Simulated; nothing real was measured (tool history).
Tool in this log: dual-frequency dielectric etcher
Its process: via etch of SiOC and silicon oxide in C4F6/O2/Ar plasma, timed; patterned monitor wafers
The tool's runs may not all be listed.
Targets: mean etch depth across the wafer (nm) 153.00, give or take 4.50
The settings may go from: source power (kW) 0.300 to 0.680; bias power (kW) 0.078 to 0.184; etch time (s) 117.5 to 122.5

run    day  source power (kW)  bias power (kW)  etch time (s)  mean etch depth across the wafer (nm)
  1  0.000              0.490            0.131          117.5                                 134.53
  2  0.075              0.490            0.131          117.5                                 135.76
  3  0.317              0.520            0.135          118.0                                 138.21
  4  0.371              0.560            0.135          118.0                                 141.76
  5  0.717              0.510            0.135          118.0                                 138.04
  6  0.833              0.440            0.135          118.0                                 130.92
  7  0.958              0.440            0.135          118.0                                 131.89
  8  1.175              0.480            0.142          119.0                                 138.56
  9  1.408              0.500            0.147          119.5                                 141.81
 10  1.533              0.520            0.150          120.0                                 144.48

Of the 4 settings listed for the next run, only one would bring every result within its allowed miss of target. Which one?
  A  1.658              0.610            0.167          122.5                                      ?
  B  1.658              0.590            0.183          122.0                                      ?
  C  1.658              0.640            0.184          121.0                                      ?
  D  1.658              0.590            0.174          117.5                                      ?

move  mean etch depth across the wafer (nm)
   A                                 160.18
   B                                 161.77
   C                                 165.16
   D                                 153.64
A: takes the biggest miss from the last run beyond its target
B: takes the biggest miss from the last run beyond its target
C: takes the biggest miss from the last run beyond its target
D: all results land within tolerance of their targets
Go with D: it meets all targets.
